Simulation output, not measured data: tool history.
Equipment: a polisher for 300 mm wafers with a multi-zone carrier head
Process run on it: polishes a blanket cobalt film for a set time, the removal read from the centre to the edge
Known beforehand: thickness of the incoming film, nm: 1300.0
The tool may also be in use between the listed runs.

run	hour	flow of slurry (ml/min)	pressure of the head's centre zone	pressure of the head's middle zone	pressure of the head's edge zone	polishing time (s)	film removed at the wafer's centre (angstrom)	film removed at mid-radius (angstrom)	film removed at the wafer's edge (angstrom)
1	0.0	230	1.00	1.00	1.00	59	2768.8	2788.9	2748.0
2	1.8	230	1.00	1.04	1.00	59	2775.1	2731.8	2717.4
3	2.5	230	1.00	1.04	0.93	59	2808.5	2778.2	2605.2
4	8.5	230	1.00	1.04	0.86	59	2818.4	2848.6	2537.4
5	14.7	235	1.01	1.04	0.89	63	3006.1	2998.4	2759.8
6	17.3	235	1.08	1.04	0.89	63	3160.5	2957.2	2801.6

Forecast run 7:
7	20.1	240	1.07	1.06	0.90	66	?	?	?

{"run 7": {"film removed at the wafer's centre (angstrom)": 3342.9, "film removed at mid-radius (angstrom)": 3181.8, "film removed at the wafer's edge (angstrom)": 2925.5}}

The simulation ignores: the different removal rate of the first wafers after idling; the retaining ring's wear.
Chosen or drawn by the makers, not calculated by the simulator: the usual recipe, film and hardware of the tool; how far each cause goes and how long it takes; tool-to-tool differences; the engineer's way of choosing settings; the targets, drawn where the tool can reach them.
